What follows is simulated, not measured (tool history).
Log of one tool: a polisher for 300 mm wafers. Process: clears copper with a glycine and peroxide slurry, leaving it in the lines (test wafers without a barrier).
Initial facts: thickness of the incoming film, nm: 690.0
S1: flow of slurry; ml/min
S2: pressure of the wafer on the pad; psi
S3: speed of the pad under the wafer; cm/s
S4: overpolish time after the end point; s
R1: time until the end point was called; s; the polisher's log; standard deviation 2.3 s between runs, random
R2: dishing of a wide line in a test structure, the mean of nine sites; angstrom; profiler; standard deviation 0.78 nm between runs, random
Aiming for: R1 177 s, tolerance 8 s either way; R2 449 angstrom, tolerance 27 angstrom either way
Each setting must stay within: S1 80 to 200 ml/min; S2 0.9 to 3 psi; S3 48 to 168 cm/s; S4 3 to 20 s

Run 1, hour 0: S1 130 ml/min, S2 1.9 psi, S3 108 cm/s, S4 10 s. Result: R1 205.46 s, R2 244.7 angstrom.
Run 2, hour 2.3: S1 130 ml/min, S2 2 psi, S3 108 cm/s, S4 11 s. Result: R1 199.41 s, R2 281.23 angstrom.
Run 3, hour 3.6: S1 130 ml/min, S2 1.6 psi, S3 108 cm/s, S4 11 s. Result: R1 234.34 s, R2 241.78 angstrom.
Run 4, hour 12.2: S1 130 ml/min, S2 1.8 psi, S3 108 cm/s, S4 12 s. Result: R1 219.92 s, R2 281.95 angstrom.
Run 5, hour 18.8: S1 130 ml/min, S2 2 psi, S3 108 cm/s, S4 12 s. Result: R1 201.46 s, R2 300.68 angstrom.
Run 6, hour 24: S1 130 ml/min, S2 2 psi, S3 108 cm/s, S4 10 s. Result: R1 198.46 s, R2 262.08 angstrom.
Run 7, hour 29: S1 130 ml/min, S2 2.1 psi, S3 108 cm/s, S4 11 s. Result: R1 187.47 s, R2 290.99 angstrom.
Run 8, hour 38.1: S1 130 ml/min, S2 2.1 psi, S3 108 cm/s, S4 12 s. Result: R1 189.28 s, R2 317.75 angstrom.
Run 9, hour 46.5: S1 130 ml/min, S2 2.1 psi, S3 108 cm/s, S4 13 s. Result: R1 191.08 s, R2 342.22 angstrom.
Run 10, hour 50.5: S1 130 ml/min, S2 2.1 psi, S3 108 cm/s, S4 14 s. Result: R1 190.31 s, R2 367.29 angstrom.

4 candidate next runs follow, results not yet known. Just one meets every target within its allowed miss. Identify it.
Run A, hour 54.5: S1 125 ml/min, S2 2.2 psi, S3 114 cm/s, S4 13 s. Result: R1 ?, R2 ?.
Run B, hour 54.5: S1 145 ml/min, S2 2.5 psi, S3 110 cm/s, S4 13 s. Result: R1 ?, R2 ?.
Run C, hour 54.5: S1 125 ml/min, S2 2.4 psi, S3 124 cm/s, S4 12 s. Result: R1 ?, R2 ?.
Run D, hour 54.5: S1 140 ml/min, S2 2 psi, S3 128 cm/s, S4 17 s. Result: R1 ?, R2 ?.

move      R1      R2
   A  175.97  358.39
   B  159.59  390.73
   C  153.76  375.54
   D  171.65  453.13
A: further off than the last run
B: moves toward the targets from the last run without getting all of them in spec
C: about the same distance from the targets as the last run
D: every result within its allowed miss
Go with D: it meets all targets.
